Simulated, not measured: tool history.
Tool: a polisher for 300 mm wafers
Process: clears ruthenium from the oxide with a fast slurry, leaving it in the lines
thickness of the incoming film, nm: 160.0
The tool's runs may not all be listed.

| run | day | flow of slurry (ml/min) | pressure of the wafer on the pad (psi) | speed of the pad under the wafer (cm/s) | abrasive content of the slurry | overpolish time after the end point (s) | time until the end point was called (s) | dishing of a wide line in a test structure (Å) |
|---|---|---|---|---|---|---|---|---|
| 1 | 0 | 245 | 3 | 80 | 1 | 22 | 44.375 | 519.95 |
| 2 | 0.375 | 245 | 3 | 98 | 1 | 22 | 36.235 | 564.06 |
| 3 | 0.621 | 275 | 3 | 98 | 1 | 22 | 36.459 | 574.85 |
| 4 | 0.762 | 275 | 3 | 98 | 1 | 13 | 35.598 | 396.91 |
| 5 | 0.812 | 330 | 3 | 98 | 1 | 13 | 35.826 | 415.66 |
| 6 | 0.896 | 330 | 3 | 90 | 1 | 13 | 39.002 | 395.19 |
| 7 | 1.2 | 330 | 2.7 | 88 | 1 | 17 | 41.095 | 439.96 |
| 8 | 1.392 | 330 | 2.4 | 82 | 1 | 20 | 48.227 | 427.27 |
| 9 | 1.579 | 330 | 2.2 | 80 | 1 | 23 | 49.987 | 477.83 |
| 10 | 1.608 | 330 | 1.4 | 70 | 1 | 31 | 74.945 | 464.41 |
| 11 | 1.967 | 330 | 1.5 | 70 | 1 | 31 | 67.748 | 478.45 |

Forecast run 12:
| 12 | 2.279 | 330 | 1.5 | 70 | 1 | 32 | ? | ? |

Run 12 gave time until the end point was called (s) 71.673, dishing of a wide line in a test structure (Å) 479.94.
